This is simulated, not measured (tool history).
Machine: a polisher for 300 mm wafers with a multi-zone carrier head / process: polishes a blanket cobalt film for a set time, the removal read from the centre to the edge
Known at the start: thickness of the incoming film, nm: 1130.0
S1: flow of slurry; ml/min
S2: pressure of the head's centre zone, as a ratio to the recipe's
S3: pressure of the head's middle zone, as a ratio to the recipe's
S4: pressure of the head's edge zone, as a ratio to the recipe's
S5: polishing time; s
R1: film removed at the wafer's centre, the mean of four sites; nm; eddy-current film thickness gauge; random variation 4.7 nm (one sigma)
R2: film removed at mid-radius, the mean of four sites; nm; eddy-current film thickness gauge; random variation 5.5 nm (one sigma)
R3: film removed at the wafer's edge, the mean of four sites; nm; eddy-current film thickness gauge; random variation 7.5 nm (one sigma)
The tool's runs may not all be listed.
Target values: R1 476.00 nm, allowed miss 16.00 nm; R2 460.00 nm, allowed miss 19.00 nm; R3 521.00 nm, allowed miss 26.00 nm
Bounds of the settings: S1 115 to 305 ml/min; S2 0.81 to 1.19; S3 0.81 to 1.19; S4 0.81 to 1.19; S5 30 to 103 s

run    day   S1    S2    S3    S4  S5      R1      R2      R3
  1  0.000  195  1.00  1.00  1.00  66  365.15  357.97  343.74
  2  0.371  195  1.08  1.00  1.00  66  395.69  361.26  346.28
  3  0.633  225  1.08  1.00  1.00  66  401.52  358.12  360.86
  4  0.867  185  1.08  1.00  1.00  66  386.09  347.01  337.04
  5  1.158  185  1.08  1.06  1.00  66  391.37  362.66  343.60
  6  1.512  205  1.07  1.05  1.03  68  401.96  383.21  361.69
  7  1.692  205  1.07  1.05  1.03  68  403.54  386.91  369.04
  8  1.825  205  1.07  1.05  1.03  68  407.94  386.97  363.03
  9  2.183  220  1.05  1.01  1.04  70  413.78  390.35  379.12
 10  2.475  235  1.03  0.98  1.06  72  413.29  393.05  401.88
 11  2.500  245  1.03  0.97  1.08  74  431.07  395.43  405.00
 12  2.721  255  1.01  0.95  1.09  76  436.02  400.85  438.18
 13  3.092  260  1.00  0.95  1.10  77  439.51  411.39  431.13
 14  3.267  265  0.99  0.94  1.11  79  447.04  426.00  459.45

Of the 5 settings listed for the next run, only one would bring every result within its allowed miss of target. Which one?
  A  3.442  190  1.17  1.19  0.96  73   ?   ?   ?
  B  3.442  245  1.03  1.08  0.97  73   ?   ?   ?
  C  3.442  250  1.08  1.07  1.04  69   ?   ?   ?
  D  3.442  275  0.93  0.90  1.15  88   ?   ?   ?
  E  3.442  255  0.99  0.90  1.14  83   ?   ?   ?

move      R1      R2      R3
   A  470.31  448.96  383.64
   B  427.64  426.15  394.98
   C  424.97  400.34  386.83
   D  470.74  446.05  524.09
   E  468.83  417.33  489.22
A: misses by more than the last run did
B: misses by more than the last run did
C: misses by more than the last run did
D: in spec on every target
E: nearer the targets than the last run, but a result is still out of spec
Go with D: it meets all targets.
